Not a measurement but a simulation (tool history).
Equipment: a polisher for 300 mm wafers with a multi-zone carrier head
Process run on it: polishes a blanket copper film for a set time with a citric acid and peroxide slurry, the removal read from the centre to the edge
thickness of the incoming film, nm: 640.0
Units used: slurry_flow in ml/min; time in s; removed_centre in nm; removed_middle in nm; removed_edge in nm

| run | hour | slurry_flow | centre_zone | middle_zone | edge_zone | slurry_solids | time | removed_centre | removed_middle | removed_edge |
|---|---|---|---|---|---|---|---|---|---|---|
| 1 | 0 | 240 | 1 | 1 | 1 | 1 | 66 | 182.63 | 178.28 | 179.78 |
| 2 | 2.1 | 235 | 0.98 | 0.98 | 0.97 | 0.9 | 65 | 171.2 | 166.38 | 168.73 |
| 3 | 3 | 235 | 0.93 | 0.98 | 0.97 | 0.9 | 65 | 161.61 | 167.76 | 171.87 |
| 4 | 9.7 | 230 | 0.92 | 0.97 | 0.94 | 0.8 | 65 | 152.59 | 161.06 | 162.65 |
| 5 | 14.1 | 230 | 0.92 | 0.97 | 0.88 | 0.8 | 65 | 154.81 | 160.92 | 154.92 |
| 6 | 16.6 | 220 | 0.91 | 0.95 | 0.87 | 0.8 | 65 | 149.45 | 155.09 | 153.04 |
| 7 | 17.9 | 210 | 0.91 | 0.94 | 0.86 | 0.8 | 65 | 149.22 | 153.8 | 153.07 |
| 8 | 21.5 | 210 | 0.91 | 0.93 | 0.85 | 0.75 | 65 | 147.04 | 149.3 | 148.5 |
| 9 | 28.9 | 205 | 0.91 | 0.92 | 0.84 | 0.75 | 65 | 145.46 | 143.99 | 148.43 |

What does the tool deliver on the next run?
| 10 | 37.9 | 200 | 0.91 | 0.92 | 0.83 | 0.75 | 65 | ? | ? | ? |

Run 10 produced removed_centre 145.79 nm, removed_middle 148.41 nm, removed_edge 147.05 nm.
